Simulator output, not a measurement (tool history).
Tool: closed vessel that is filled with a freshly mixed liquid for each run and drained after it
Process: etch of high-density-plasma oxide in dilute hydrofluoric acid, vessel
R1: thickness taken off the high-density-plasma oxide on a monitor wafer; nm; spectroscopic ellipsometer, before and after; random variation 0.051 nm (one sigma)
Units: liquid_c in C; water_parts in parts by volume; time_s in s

Run 1, hour 0: liquid_c 21 C, water_parts 140 parts by volume, time_s 130 s. Result: R1 6.3975 nm.
Run 2, hour 4.5: liquid_c 21 C, water_parts 140 parts by volume, time_s 85 s. Result: R1 4.2503 nm.
Run 3, hour 8.1: liquid_c 21 C, water_parts 140 parts by volume, time_s 85 s. Result: R1 4.2209 nm.
Run 4, hour 15.8: liquid_c 22.5 C, water_parts 140 parts by volume, time_s 85 s. Result: R1 4.5156 nm.
Run 5, hour 17: liquid_c 22.5 C, water_parts 120 parts by volume, time_s 85 s. Result: R1 5.368 nm.
Run 6, hour 20.4: liquid_c 23 C, water_parts 120 parts by volume, time_s 85 s. Result: R1 5.452 nm.

Forecast run 7:
Run 7, hour 28.2: liquid_c 23.5 C, water_parts 120 parts by volume, time_s 85 s. Result: R1 ?.

Run 7 gave R1 5.6519 nm.
